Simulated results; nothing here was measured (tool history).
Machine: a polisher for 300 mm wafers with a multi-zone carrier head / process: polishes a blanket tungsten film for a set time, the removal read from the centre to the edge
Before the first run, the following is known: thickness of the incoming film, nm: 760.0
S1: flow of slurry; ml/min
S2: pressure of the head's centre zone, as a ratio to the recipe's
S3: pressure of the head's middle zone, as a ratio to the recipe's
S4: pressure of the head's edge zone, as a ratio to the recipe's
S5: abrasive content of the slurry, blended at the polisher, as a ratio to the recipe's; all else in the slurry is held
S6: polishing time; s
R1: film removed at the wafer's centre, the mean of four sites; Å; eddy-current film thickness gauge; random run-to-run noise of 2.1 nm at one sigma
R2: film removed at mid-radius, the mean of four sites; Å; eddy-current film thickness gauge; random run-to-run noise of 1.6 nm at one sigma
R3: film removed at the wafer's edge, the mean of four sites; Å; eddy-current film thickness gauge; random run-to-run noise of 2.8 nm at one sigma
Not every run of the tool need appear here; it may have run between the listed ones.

run,hour,S1,S2,S3,S4,S5,S6,R1,R2,R3
1,0,165,1,1,1,1,56,2195.2,2212.3,2232.6
2,7.6,155,0.97,1.01,0.98,0.95,56,2126.9,2188.7,2225.4
3,15.9,155,0.95,1.04,0.96,0.85,55,1932,2170.9,2083.6
4,19.4,150,0.95,1.04,0.95,0.85,55,1964,2144.4,2066
5,22.5,150,0.94,1.04,0.94,0.85,55,1958.4,2189.5,2064.9
6,23.1,150,0.99,1.04,0.94,0.85,55,2047.7,2143,2073.5
7,29.9,145,0.97,1.04,0.94,0.85,55,2023.6,2154.5,2044.2

The next listed run, before its measurement:
# hour 36.9: slurry nozzle cleaned
8,36.9,145,0.95,1.04,0.94,0.85,55,?,?,?

Run 8 came out at R1 1969.3 Å, R2 2219.5 Å, R3 2104.2 Å.
